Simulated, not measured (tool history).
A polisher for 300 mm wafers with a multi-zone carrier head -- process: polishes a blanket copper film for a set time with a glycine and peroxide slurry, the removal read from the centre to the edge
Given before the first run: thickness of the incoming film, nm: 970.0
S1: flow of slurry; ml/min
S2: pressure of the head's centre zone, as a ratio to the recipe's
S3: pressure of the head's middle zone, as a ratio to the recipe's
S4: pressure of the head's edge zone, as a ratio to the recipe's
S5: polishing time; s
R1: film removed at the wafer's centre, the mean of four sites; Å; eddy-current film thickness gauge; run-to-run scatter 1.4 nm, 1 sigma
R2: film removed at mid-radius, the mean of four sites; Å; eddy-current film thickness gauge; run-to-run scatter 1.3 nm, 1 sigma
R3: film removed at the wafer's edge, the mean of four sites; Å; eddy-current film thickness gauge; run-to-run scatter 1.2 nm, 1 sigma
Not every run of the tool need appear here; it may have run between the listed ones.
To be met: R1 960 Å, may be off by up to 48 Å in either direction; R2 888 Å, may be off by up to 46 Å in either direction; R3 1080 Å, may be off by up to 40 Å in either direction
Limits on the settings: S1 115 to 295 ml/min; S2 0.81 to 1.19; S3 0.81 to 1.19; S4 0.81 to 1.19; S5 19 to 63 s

run  hour   S1    S2    S3    S4  S5      R1      R2      R3
  1     0  190     1     1     1  41  1846.4  1934.1  2004.6
  2   6.1  190  1.08     1     1  41  2047.5  1933.2  1954.3
  3  14.3  230  1.08     1     1  41  2123.1  2008.9  2016.3
  4  20.2  250  1.08     1     1  41  2118.5  2035.6    2025
  5  23.3  215  1.08     1     1  41  2103.1  1978.2  1993.4
  6  26.6  215  1.04     1     1  41  1995.7  2004.5  1940.1
  7  27.8  195  1.02  0.96     1  36    1699  1690.7  1681.2
  8  35.8  180     1  0.93  1.04  33  1475.1  1455.9  1587.7
  9  41.4  175  0.99  0.91  1.05  30  1358.9  1292.6  1453.2
 10  45.3  170  0.98  0.89  1.05  28    1241  1188.4  1353.4
 11  53.1  165  0.97  0.87  1.05  27  1149.6  1090.4  1290.2
 12    60  160  0.97  0.86  1.03  26  1082.8  1081.5  1226.7
 13  68.6  160  0.97  0.85  1.04  25  1089.5  1012.5  1186.9
 14  70.2  155  0.97  0.84  1.04  25  1061.6  1014.3  1179.3
 15    78  160  0.98  0.81  1.09  20  857.62  774.95  963.36
 16  84.2  160  0.97  0.82  1.07  24  1026.5  927.65  1161.7

Consider the 5 candidate settings below. Which is the only one whose results all fall within their allowed miss of target?
  A  90.4  220  0.85  0.91  1.04  22   ?   ?   ?
  B  90.4  185  0.88  0.83  1.08  22   ?   ?   ?
  C  90.4  160   0.9  1.03   0.9  22   ?   ?   ?
  D  90.4  115  0.86  1.04  0.93  24   ?   ?   ?
  E  90.4  140  0.93  0.81  0.95  24   ?   ?   ?

move      R1      R2      R3
   A  885.26  991.52  1092.3
   B  889.06  894.48  1092.1
   C  883.29  1042.3  978.48
   D  837.47  1055.5  1022.3
   E  961.74  903.86  1074.9
A: brings the result that was furthest off to its target, and leaves another outside
B: brings the result that was furthest off to its target, and leaves another outside
C: carries the result that was furthest off beyond its target, to the other side
D: carries the result that was furthest off beyond its target, to the other side
E: every result within its allowed miss
Move E is the one to make.
